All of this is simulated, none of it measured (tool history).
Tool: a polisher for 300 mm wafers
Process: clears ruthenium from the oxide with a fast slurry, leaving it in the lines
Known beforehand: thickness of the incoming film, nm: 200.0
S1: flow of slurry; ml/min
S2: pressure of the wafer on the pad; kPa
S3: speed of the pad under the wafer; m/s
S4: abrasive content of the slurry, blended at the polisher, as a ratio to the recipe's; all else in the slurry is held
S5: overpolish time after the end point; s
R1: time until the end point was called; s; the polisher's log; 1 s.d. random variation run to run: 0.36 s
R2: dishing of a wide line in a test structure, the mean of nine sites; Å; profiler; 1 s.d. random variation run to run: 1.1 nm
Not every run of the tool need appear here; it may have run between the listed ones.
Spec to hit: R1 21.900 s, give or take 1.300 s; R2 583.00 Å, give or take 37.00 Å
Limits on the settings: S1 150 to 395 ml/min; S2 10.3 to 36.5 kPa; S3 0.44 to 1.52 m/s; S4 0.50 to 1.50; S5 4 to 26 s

{"run": 1, "hour": 0.0, "S1": 250, "S2": 23.4, "S3": 0.98, "S4": 1.0, "S5": 13, "R1": 37.508, "R2": 548.38}
{"run": 2, "hour": 2.1, "S1": 250, "S2": 26.2, "S3": 0.98, "S4": 1.0, "S5": 12, "R1": 34.126, "R2": 587.61}
{"run": 3, "hour": 10.5, "S1": 250, "S2": 23.4, "S3": 0.98, "S4": 1.0, "S5": 12, "R1": 37.813, "R2": 526.53}
{"run": 4, "hour": 14.2, "S1": 250, "S2": 26.2, "S3": 1.0, "S4": 1.0, "S5": 10, "R1": 32.886, "R2": 495.62}
{"run": 5, "hour": 16.1, "S1": 250, "S2": 28.3, "S3": 1.02, "S4": 1.0, "S5": 9, "R1": 30.508, "R2": 489.81}
{"run": 6, "hour": 21.5, "S1": 250, "S2": 30.3, "S3": 1.04, "S4": 1.0, "S5": 9, "R1": 27.22, "R2": 522.46}
{"run": 7, "hour": 26.9, "S1": 250, "S2": 31.7, "S3": 1.04, "S4": 1.0, "S5": 9, "R1": 26.916, "R2": 550.86}
{"run": 8, "hour": 30.7, "S1": 250, "S2": 31.7, "S3": 1.04, "S4": 1.0, "S5": 9, "R1": 26.293, "R2": 537.91}
{"run": 9, "hour": 35.3, "S1": 250, "S2": 31.7, "S3": 1.04, "S4": 1.0, "S5": 9, "R1": 26.201, "R2": 538.65}
{"run": 10, "hour": 38.4, "S1": 250, "S2": 33.1, "S3": 1.04, "S4": 1.0, "S5": 9, "R1": 24.991, "R2": 571.83}
{"run": 11, "hour": 46.4, "S1": 250, "S2": 33.8, "S3": 1.04, "S4": 1.0, "S5": 9, "R1": 25.066, "R2": 561.29}
{"run": 12, "hour": 47.6, "S1": 250, "S2": 34.5, "S3": 1.06, "S4": 1.0, "S5": 9, "R1": 23.655, "R2": 608.99}
{"run": 13, "hour": 50.9, "S1": 250, "S2": 35.2, "S3": 1.06, "S4": 1.0, "S5": 9, "R1": 23.471, "R2": 619.75}

Which single option among these 5 for the next run brings every result within its allowed miss of target? Just one does.
{"run": "A", "hour": 54.2, "S1": 220, "S2": 35.9, "S3": 1.02, "S4": 1.15, "S5": 10, "R1": "?", "R2": "?"}
{"run": "B", "hour": 54.2, "S1": 235, "S2": 33.8, "S3": 1.4, "S4": 1.05, "S5": 8, "R1": "?", "R2": "?"}
{"run": "C", "hour": 54.2, "S1": 255, "S2": 36.5, "S3": 1.06, "S4": 1.4, "S5": 8, "R1": "?", "R2": "?"}
{"run": "D", "hour": 54.2, "S1": 240, "S2": 35.9, "S3": 1.1, "S4": 1.0, "S5": 10, "R1": "?", "R2": "?"}
{"run": "E", "hour": 54.2, "S1": 155, "S2": 34.5, "S3": 1.44, "S4": 0.8, "S5": 8, "R1": "?", "R2": "?"}

move=A R1=22.502 R2=688.64
move=B R1=18.536 R2=672.22
move=C R1=19.276 R2=650.69
move=D R1=22.237 R2=695.38
move=E R1=21.922 R2=583.77
A: the furthest-off result lands on target, but another misses its tolerance
B: moves the result that the last run missed by most past its target, out the other side
C: moves the result that the last run missed by most past its target, out the other side
D: the furthest-off result lands on target, but another misses its tolerance
E: hits every target within its allowed miss
The right move is E.
